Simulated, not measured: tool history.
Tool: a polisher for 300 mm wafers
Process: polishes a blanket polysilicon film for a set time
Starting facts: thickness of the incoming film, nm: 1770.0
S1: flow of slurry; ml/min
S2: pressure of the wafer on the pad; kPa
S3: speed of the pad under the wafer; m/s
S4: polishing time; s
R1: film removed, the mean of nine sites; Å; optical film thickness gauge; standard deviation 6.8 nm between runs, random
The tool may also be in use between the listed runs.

| run | hour | S1 | S2 | S3 | S4 | R1 |
|---|---|---|---|---|---|---|
| 1 | 0.0 | 245 | 17.9 | 1.02 | 61 | 4405.7 |
| 2 | 2.5 | 245 | 13.8 | 1.02 | 61 | 3480.1 |
| 3 | 4.4 | 245 | 10.3 | 1.02 | 61 | 2646.2 |
| 4 | 10.2 | 245 | 10.3 | 0.92 | 61 | 2418.8 |
| 5 | 12.1 | 265 | 10.3 | 0.92 | 61 | 2409.0 |
| 6 | 14.9 | 265 | 13.1 | 0.92 | 61 | 2976.1 |
| 7 | 23.7 | 270 | 15.2 | 0.92 | 61 | 3444.1 |
| 8 | 24.4 | 275 | 17.2 | 0.92 | 61 | 3939.7 |
| 9 | 28.2 | 280 | 18.6 | 0.92 | 61 | 4245.8 |
| 10 | 36.4 | 280 | 20.0 | 0.92 | 61 | 4593.4 |
| 11 | 37.0 | 280 | 21.4 | 0.92 | 61 | 4819.2 |
| 12 | 45.3 | 280 | 22.8 | 0.92 | 61 | 5140.4 |
| 13 | 49.7 | 285 | 23.4 | 0.92 | 61 | 5209.6 |
| 14 | 55.0 | 285 | 24.1 | 0.92 | 61 | 5470.6 |
| 15 | 59.8 | 285 | 24.8 | 0.92 | 61 | 5599.8 |

Run 16 has not been measured yet. What should we expect?
| 16 | 60.4 | 285 | 25.5 | 0.92 | 61 | ? |

Logged for run 16: R1 5802.8 Å.
